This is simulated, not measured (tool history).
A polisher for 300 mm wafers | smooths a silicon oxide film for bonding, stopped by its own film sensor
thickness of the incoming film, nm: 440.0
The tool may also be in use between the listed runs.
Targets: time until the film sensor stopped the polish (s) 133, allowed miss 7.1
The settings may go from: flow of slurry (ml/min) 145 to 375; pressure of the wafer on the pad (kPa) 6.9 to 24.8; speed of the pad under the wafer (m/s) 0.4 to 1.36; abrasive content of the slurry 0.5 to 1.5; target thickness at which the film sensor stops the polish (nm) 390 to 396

| run | hour | flow of slurry (ml/min) | pressure of the wafer on the pad (kPa) | speed of the pad under the wafer (m/s) | abrasive content of the slurry | target thickness at which the film sensor stops the polish (nm) | time until the film sensor stopped the polish (s) |
|---|---|---|---|---|---|---|---|
| 1 | 0 | 240 | 15.9 | 0.88 | 1 | 390 | 73.714 |
| 2 | 2.6 | 240 | 14.5 | 0.86 | 1 | 390 | 80.638 |
| 3 | 9.7 | 240 | 13.1 | 0.84 | 1 | 390 | 91.052 |
| 4 | 12.3 | 240 | 13.1 | 0.7 | 1 | 390 | 100.99 |
| 5 | 20.4 | 195 | 13.1 | 0.7 | 1 | 390 | 102.89 |
| 6 | 24.1 | 195 | 12.4 | 0.7 | 1 | 390 | 106.6 |
| 7 | 26.3 | 195 | 11.7 | 0.7 | 1 | 390 | 110.88 |
| 8 | 29.3 | 195 | 11 | 0.7 | 1 | 390 | 119.21 |
| 9 | 33.2 | 195 | 10.3 | 0.7 | 1 | 390 | 124.54 |

Which of these 5 next moves meets every target?
| A | 37.1 | 330 | 11 | 0.4 | 0.8 | 396 | ? |
| B | 37.1 | 170 | 9 | 0.7 | 0.65 | 392 | ? |
| C | 37.1 | 170 | 6.9 | 0.76 | 1.1 | 390 | ? |
| D | 37.1 | 175 | 9 | 0.7 | 1.1 | 390 | ? |
| E | 37.1 | 145 | 8.3 | 0.7 | 0.9 | 390 | ? |

| move | time until the film sensor stopped the polish (s) |
|---|---|
| A | 153.22 |
| B | 161.77 |
| C | 154.43 |
| D | 135.08 |
| E | 159.33 |
A: takes the result that was furthest off past its target
B: takes the result that was furthest off past its target
C: takes the result that was furthest off past its target
D: meets every target
E: takes the result that was furthest off past its target
The right move is D.
